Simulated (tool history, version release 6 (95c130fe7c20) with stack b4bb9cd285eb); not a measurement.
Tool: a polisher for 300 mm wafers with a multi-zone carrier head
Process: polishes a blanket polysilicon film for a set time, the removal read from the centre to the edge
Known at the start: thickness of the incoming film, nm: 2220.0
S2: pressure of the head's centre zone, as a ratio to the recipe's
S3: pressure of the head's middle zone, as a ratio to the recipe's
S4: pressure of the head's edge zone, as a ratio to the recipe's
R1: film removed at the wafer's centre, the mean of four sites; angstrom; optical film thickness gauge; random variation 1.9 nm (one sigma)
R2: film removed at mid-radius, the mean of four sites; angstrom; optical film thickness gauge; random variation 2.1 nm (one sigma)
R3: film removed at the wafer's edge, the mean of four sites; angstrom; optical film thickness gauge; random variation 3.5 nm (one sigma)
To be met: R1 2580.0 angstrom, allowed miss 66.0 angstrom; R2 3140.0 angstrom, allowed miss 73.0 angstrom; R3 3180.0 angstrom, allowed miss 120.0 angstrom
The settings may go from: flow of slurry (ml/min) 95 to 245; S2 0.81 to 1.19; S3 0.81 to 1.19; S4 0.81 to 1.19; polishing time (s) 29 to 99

run 1 hour=0.0 | flow_of_slurry_(ml/min)=155 S2=1.00 S3=1.00 S4=1.00 polishing_time_(s)=64 | R1=3335.1 R2=3438.8 R3=3363.7
run 2 hour=3.5 | flow_of_slurry_(ml/min)=145 S2=0.96 S3=1.00 S4=1.00 polishing_time_(s)=64 | R1=3147.0 R2=3399.2 R3=3418.8
run 3 hour=11.4 | flow_of_slurry_(ml/min)=145 S2=0.96 S3=1.00 S4=0.93 polishing_time_(s)=64 | R1=3128.8 R2=3417.8 R3=3221.4
run 4 hour=19.8 | flow_of_slurry_(ml/min)=145 S2=0.96 S3=1.00 S4=0.86 polishing_time_(s)=64 | R1=3135.4 R2=3397.3 R3=3156.8
-- hour=25.4 edge zone pressure recalibrated
run 5 hour=25.4 | flow_of_slurry_(ml/min)=165 S2=0.96 S3=1.00 S4=0.86 polishing_time_(s)=64 | R1=3234.3 R2=3492.9 R3=3009.5
run 6 hour=28.6 | flow_of_slurry_(ml/min)=165 S2=0.96 S3=1.00 S4=0.81 polishing_time_(s)=64 | R1=3251.6 R2=3484.0 R3=2934.4
run 7 hour=32.9 | flow_of_slurry_(ml/min)=150 S2=0.93 S3=0.99 S4=0.82 polishing_time_(s)=64 | R1=3113.8 R2=3411.3 R3=2992.2
run 8 hour=33.9 | flow_of_slurry_(ml/min)=105 S2=0.83 S3=0.96 S4=0.92 polishing_time_(s)=63 | R1=2493.3 R2=3086.6 R3=2920.3
run 9 hour=41.6 | flow_of_slurry_(ml/min)=110 S2=0.83 S3=0.96 S4=0.94 polishing_time_(s)=63 | R1=2570.8 R2=3084.4 R3=3003.2
run 10 hour=48.0 | flow_of_slurry_(ml/min)=110 S2=0.83 S3=0.96 S4=0.96 polishing_time_(s)=63 | R1=2533.3 R2=3078.0 R3=2991.4
run 11 hour=56.5 | flow_of_slurry_(ml/min)=110 S2=0.83 S3=0.96 S4=0.98 polishing_time_(s)=63 | R1=2557.5 R2=3051.1 R3=2994.2

Which of these 5 next moves meets every target?
run A hour=65.0 | flow_of_slurry_(ml/min)=120 S2=0.89 S3=0.98 S4=0.98 polishing_time_(s)=58 | R1=? R2=? R3=?
run B hour=65.0 | flow_of_slurry_(ml/min)=100 S2=0.84 S3=0.92 S4=0.94 polishing_time_(s)=64 | R1=? R2=? R3=?
run C hour=65.0 | flow_of_slurry_(ml/min)=110 S2=0.82 S3=0.88 S4=1.01 polishing_time_(s)=65 | R1=? R2=? R3=?
run D hour=65.0 | flow_of_slurry_(ml/min)=110 S2=0.81 S3=0.99 S4=0.91 polishing_time_(s)=62 | R1=? R2=? R3=?
run E hour=65.0 | flow_of_slurry_(ml/min)=145 S2=0.82 S3=0.95 S4=1.05 polishing_time_(s)=61 | R1=? R2=? R3=?

move=A R1=2555.0 R2=2946.4 R3=2797.1
move=B R1=2557.0 R2=2977.6 R3=2954.9
move=C R1=2590.6 R2=2970.2 R3=3148.3
move=D R1=2443.3 R2=3126.5 R3=2854.3
move=E R1=2572.3 R2=3121.0 R3=3115.7
A: further off than the last run
B: further off than the last run
C: brings the result that was furthest off to its target, and leaves another outside
D: further off than the last run
E: meets every target
Move E is the one to make.
